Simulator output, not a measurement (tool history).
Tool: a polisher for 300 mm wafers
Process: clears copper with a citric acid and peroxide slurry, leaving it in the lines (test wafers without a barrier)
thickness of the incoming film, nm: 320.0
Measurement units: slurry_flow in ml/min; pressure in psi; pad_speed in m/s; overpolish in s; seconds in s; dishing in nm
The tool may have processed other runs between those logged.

{"run": 1, "hour": 0.0, "slurry_flow": 130, "pressure": 3.8, "pad_speed": 0.94, "slurry_solids": 1.0, "overpolish": 24, "seconds": 129.23, "dishing": 28.377}
{"run": 2, "hour": 1.7, "slurry_flow": 130, "pressure": 3.8, "pad_speed": 0.94, "slurry_solids": 1.15, "overpolish": 24, "seconds": 123.71, "dishing": 28.851}
{"run": 3, "hour": 8.3, "slurry_flow": 115, "pressure": 3.8, "pad_speed": 0.94, "slurry_solids": 1.15, "overpolish": 24, "seconds": 125.18, "dishing": 28.219}
{"run": 4, "hour": 13.0, "slurry_flow": 105, "pressure": 3.3, "pad_speed": 0.96, "slurry_solids": 1.25, "overpolish": 20, "seconds": 144.51, "dishing": 23.995}
{"run": 5, "hour": 19.9, "slurry_flow": 105, "pressure": 3.3, "pad_speed": 0.86, "slurry_solids": 1.25, "overpolish": 20, "seconds": 160.03, "dishing": 22.585}
{"run": 6, "hour": 24.4, "slurry_flow": 105, "pressure": 3.3, "pad_speed": 0.86, "slurry_solids": 1.1, "overpolish": 20, "seconds": 164.58, "dishing": 21.953}

What will run 7 give?
{"run": 7, "hour": 31.4, "slurry_flow": 100, "pressure": 3.5, "pad_speed": 0.8, "slurry_solids": 0.95, "overpolish": 17, "seconds": "?", "dishing": "?"}

seconds: 170.46 s
dishing: 19.314 nm

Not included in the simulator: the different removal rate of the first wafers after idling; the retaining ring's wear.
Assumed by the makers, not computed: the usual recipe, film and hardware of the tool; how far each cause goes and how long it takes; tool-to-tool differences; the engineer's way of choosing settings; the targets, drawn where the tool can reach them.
